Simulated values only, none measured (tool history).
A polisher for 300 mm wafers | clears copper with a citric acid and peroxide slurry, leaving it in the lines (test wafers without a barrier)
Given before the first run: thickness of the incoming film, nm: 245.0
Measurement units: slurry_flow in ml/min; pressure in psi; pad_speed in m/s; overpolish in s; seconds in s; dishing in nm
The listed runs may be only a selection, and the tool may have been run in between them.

| run | hour | slurry_flow | pressure | pad_speed | slurry_solids | overpolish | seconds | dishing |
|---|---|---|---|---|---|---|---|---|
| 1 | 0 | 125 | 2.3 | 1.34 | 1 | 29 | 88.365 | 47.299 |
| 2 | 4.6 | 125 | 2.5 | 1.34 | 1 | 31 | 82.032 | 53.507 |
| 3 | 9.6 | 125 | 2 | 1.34 | 1 | 31 | 103.82 | 43.25 |
| 4 | 11 | 125 | 2 | 1.34 | 1.1 | 31 | 100.67 | 44.016 |
| 5 | 16.2 | 125 | 2 | 1.62 | 1.1 | 31 | 82.862 | 50.807 |
| 6 | 19 | 125 | 2.1 | 1.62 | 1.1 | 33 | 77.403 | 56.381 |
| 7 | 26.4 | 125 | 2.2 | 1.62 | 1.1 | 35 | 75.13 | 61.423 |
| 8 | 27.2 | 125 | 2.3 | 1.62 | 1.1 | 37 | 72.768 | 65.466 |
| 9 | 30.8 | 130 | 2.4 | 1.62 | 1.1 | 39 | 69.668 | 71.904 |
| 10 | 33.7 | 130 | 2.5 | 1.62 | 1.1 | 40 | 65.888 | 74.111 |

What will run 11 give?
| 11 | 36.2 | 130 | 2.6 | 1.62 | 1.1 | 41 | ? | ? |

{"run 11": {"seconds": 63.975, "dishing": 78.613}}

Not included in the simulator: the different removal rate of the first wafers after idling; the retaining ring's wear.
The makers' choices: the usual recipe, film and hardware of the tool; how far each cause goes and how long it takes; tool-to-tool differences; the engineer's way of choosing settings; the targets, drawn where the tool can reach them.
